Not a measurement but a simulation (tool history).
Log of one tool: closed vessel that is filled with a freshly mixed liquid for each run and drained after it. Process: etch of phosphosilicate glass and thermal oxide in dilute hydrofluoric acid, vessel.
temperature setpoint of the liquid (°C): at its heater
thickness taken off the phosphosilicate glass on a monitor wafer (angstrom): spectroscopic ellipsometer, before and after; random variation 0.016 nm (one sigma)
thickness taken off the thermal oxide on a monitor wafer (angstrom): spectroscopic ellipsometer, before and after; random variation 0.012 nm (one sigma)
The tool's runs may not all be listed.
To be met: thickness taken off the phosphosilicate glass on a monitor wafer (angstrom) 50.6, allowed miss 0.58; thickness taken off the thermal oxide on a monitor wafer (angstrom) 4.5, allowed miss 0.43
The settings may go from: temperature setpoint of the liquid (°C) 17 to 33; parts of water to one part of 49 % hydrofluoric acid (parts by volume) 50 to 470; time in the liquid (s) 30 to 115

run,hour,temperature setpoint of the liquid (°C),parts of water to one part of 49 % hydrofluoric acid (parts by volume),time in the liquid (s),thickness taken off the phosphosilicate glass on a monitor wafer (angstrom),thickness taken off the thermal oxide on a monitor wafer (angstrom)
1,0,25,260,60,107.25,10.154
2,3.4,22.5,290,60,85.049,7.374
3,10.1,21.5,315,60,73.956,6.8614
4,16.7,21.5,265,60,92.491,8.0602
5,22.6,20,295,60,76.108,6.9243
6,28.9,20,295,85,107.99,9.1411
7,30,20,295,85,108.75,9.0514
8,37.5,19,340,85,87.064,8.0102
9,39.5,18.5,375,85,75.129,6.4798
10,47.1,18,405,85,66.421,5.7292
11,52.3,17,470,85,52.861,4.7456
12,57.1,17,470,80,49.761,4.5035
13,63.3,17,470,80,49.864,4.4044

Which of these 4 next moves meets every target?
A,69.5,24.5,345,40,?,?
B,69.5,20.5,445,65,?,?
C,69.5,19,420,65,?,?
D,69.5,19,450,70,?,?

move,thickness taken off the phosphosilicate glass on a monitor wafer (angstrom),thickness taken off the thermal oxide on a monitor wafer (angstrom)
A,48.716,4.4196
B,49.161,4.4599
C,50.482,4.5797
D,49.552,4.4954
A: further off than the last run
B: further off than the last run
C: meets every target
D: further off than the last run
The right move is C.

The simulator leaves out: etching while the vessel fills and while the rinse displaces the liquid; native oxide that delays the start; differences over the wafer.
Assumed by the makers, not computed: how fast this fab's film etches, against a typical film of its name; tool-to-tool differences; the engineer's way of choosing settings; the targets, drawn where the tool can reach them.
